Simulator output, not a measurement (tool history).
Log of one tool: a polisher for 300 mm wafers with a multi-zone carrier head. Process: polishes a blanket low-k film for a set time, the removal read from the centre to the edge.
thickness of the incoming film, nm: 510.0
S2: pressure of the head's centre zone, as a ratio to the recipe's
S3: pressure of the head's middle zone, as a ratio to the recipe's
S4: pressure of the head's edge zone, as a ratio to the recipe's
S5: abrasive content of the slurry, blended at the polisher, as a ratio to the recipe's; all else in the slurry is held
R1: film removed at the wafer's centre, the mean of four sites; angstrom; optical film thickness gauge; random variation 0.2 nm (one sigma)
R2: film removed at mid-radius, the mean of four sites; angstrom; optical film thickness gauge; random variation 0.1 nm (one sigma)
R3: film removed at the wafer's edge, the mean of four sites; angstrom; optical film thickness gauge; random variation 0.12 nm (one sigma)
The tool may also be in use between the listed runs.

{"run": 1, "day": 0.0, "flow of slurry (ml/min)": 310, "S2": 1, "S3": 1, "S4": 1, "S5": 1, "polishing time (s)": 39, "R1": 118.13, "R2": 120.86, "R3": 120.29}
{"run": 2, "day": 0.025, "flow of slurry (ml/min)": 315, "S2": 1.01, "S3": 1.01, "S4": 1.02, "S5": 1.05, "polishing time (s)": 39, "R1": 123.42, "R2": 122.24, "R3": 124.64}
{"run": 3, "day": 0.338, "flow of slurry (ml/min)": 315, "S2": 1.01, "S3": 0.95, "S4": 1.02, "S5": 1.05, "polishing time (s)": 39, "R1": 124.58, "R2": 119.86, "R3": 123.63}
{"run": 4, "day": 0.567, "flow of slurry (ml/min)": 320, "S2": 1.02, "S3": 0.98, "S4": 1.03, "S5": 1.1, "polishing time (s)": 39, "R1": 124.65, "R2": 125.34, "R3": 126.32}
{"run": 5, "day": 0.617, "flow of slurry (ml/min)": 320, "S2": 1.02, "S3": 0.98, "S4": 1.03, "S5": 1.15, "polishing time (s)": 39, "R1": 130.96, "R2": 124.44, "R3": 129.46}
{"run": 6, "day": 0.692, "flow of slurry (ml/min)": 320, "S2": 1.02, "S3": 0.98, "S4": 1.03, "S5": 1.15, "polishing time (s)": 44, "R1": 146.22, "R2": 142, "R3": 144.71}
{"run": 7, "day": 0.9, "flow of slurry (ml/min)": 325, "S2": 1.02, "S3": 0.99, "S4": 1.04, "S5": 1.15, "polishing time (s)": 44, "R1": 146.67, "R2": 142.43, "R3": 145.91}
{"run": 8, "day": 1.079, "flow of slurry (ml/min)": 330, "S2": 1.02, "S3": 1, "S4": 1.04, "S5": 1.15, "polishing time (s)": 44, "R1": 148.03, "R2": 144.32, "R3": 144.31}
{"day": 1.158, "done": "worn pad replaced by a new one"}
{"run": 9, "day": 1.158, "flow of slurry (ml/min)": 330, "S2": 1.02, "S3": 1, "S4": 1.05, "S5": 1.15, "polishing time (s)": 44, "R1": 158.74, "R2": 155.76, "R3": 161.32}
{"run": 10, "day": 1.271, "flow of slurry (ml/min)": 325, "S2": 1.02, "S3": 1, "S4": 1.05, "S5": 1.15, "polishing time (s)": 44, "R1": 165.61, "R2": 157.43, "R3": 160.12}

Run 11 comes next. What will it give?
{"run": 11, "day": 1.471, "flow of slurry (ml/min)": 335, "S2": 1.02, "S3": 1, "S4": 1.05, "S5": 1.15, "polishing time (s)": 44, "R1": "?", "R2": "?", "R3": "?"}

Run 11 gave R1 160.22 angstrom, R2 155.11 angstrom, R3 159.99 angstrom.
